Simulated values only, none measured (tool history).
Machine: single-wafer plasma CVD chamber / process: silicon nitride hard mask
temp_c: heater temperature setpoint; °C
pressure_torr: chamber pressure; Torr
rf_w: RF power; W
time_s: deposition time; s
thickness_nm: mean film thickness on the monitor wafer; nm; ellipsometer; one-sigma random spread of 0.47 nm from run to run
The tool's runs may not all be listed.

run	hour	temp_c	pressure_torr	rf_w	time_s	thickness_nm
1	0.0	415	1.07	315	64.9	65.576
2	8.9	415	1.11	320	64.9	67.526
3	17.2	415	1.14	320	64.9	67.616
4	24.9	415	1.14	275	64.9	62.629
5	29.0	415	1.17	285	65.0	63.865
6	34.2	415	1.19	295	65.1	65.918
7	42.0	415	1.22	300	65.2	67.155
8	45.9	415	1.24	305	65.3	68.442
9	53.2	415	1.26	310	65.4	69.107
10	60.2	415	1.28	315	65.5	70.598
11	64.1	415	1.30	320	65.5	71.732
12	70.9	415	1.32	325	65.5	72.412
13	77.9	415	1.33	330	65.5	74.271
14	80.9	415	1.34	330	65.5	74.023
15	86.8	415	1.35	330	65.5	73.800
16	90.6	415	1.36	335	65.5	74.737
17	94.7	415	1.37	335	65.5	74.991
18	100.8	415	1.38	335	65.5	75.760

What does the tool deliver on the next run?
19	109.0	415	1.39	335	65.5	?

Run 19 gave thickness_nm 75.810 nm.

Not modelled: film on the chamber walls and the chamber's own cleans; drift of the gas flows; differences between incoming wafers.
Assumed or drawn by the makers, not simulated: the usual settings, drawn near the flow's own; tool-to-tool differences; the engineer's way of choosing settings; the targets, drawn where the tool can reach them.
